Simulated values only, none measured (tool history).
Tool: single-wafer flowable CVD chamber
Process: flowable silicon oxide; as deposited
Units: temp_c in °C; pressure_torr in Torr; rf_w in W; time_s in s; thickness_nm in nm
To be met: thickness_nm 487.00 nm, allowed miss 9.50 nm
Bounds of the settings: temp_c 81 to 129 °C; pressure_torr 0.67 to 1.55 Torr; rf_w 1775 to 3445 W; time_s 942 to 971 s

| run | day | temp_c | pressure_torr | rf_w | time_s | thickness_nm |
|---|---|---|---|---|---|---|
| 1 | 0.000 | 105 | 1.11 | 2610 | 942 | 710.13 |
| 2 | 0.329 | 105 | 1.11 | 2610 | 942 | 712.87 |
| 3 | 0.583 | 107 | 1.11 | 2610 | 942 | 655.87 |
| 4 | 0.746 | 107 | 1.11 | 2610 | 971 | 679.50 |
| 5 | 1.108 | 107 | 1.11 | 2610 | 942 | 660.09 |
| 6 | 1.233 | 111 | 1.11 | 2610 | 942 | 568.50 |
| 7 | 1.400 | 112 | 1.11 | 2610 | 942 | 548.39 |
| 8 | 1.638 | 113 | 1.11 | 2610 | 942 | 530.14 |
| 9 | 1.721 | 114 | 1.11 | 2610 | 942 | 512.44 |

Which of these 5 next moves meets every target?
| A | 1.804 | 120 | 1.40 | 2800 | 971 | ? |
| B | 1.804 | 110 | 0.87 | 2630 | 942 | ? |
| C | 1.804 | 113 | 1.14 | 2780 | 946 | ? |
| D | 1.804 | 112 | 1.06 | 2675 | 957 | ? |
| E | 1.804 | 118 | 1.35 | 2815 | 942 | ? |

| move | thickness_nm |
|---|---|
| A | 518.31 |
| B | 489.92 |
| C | 545.90 |
| D | 539.71 |
| E | 521.61 |
A: further off than the last run
B: meets every target
C: further off than the last run
D: further off than the last run
E: further off than the last run
The right move is B.
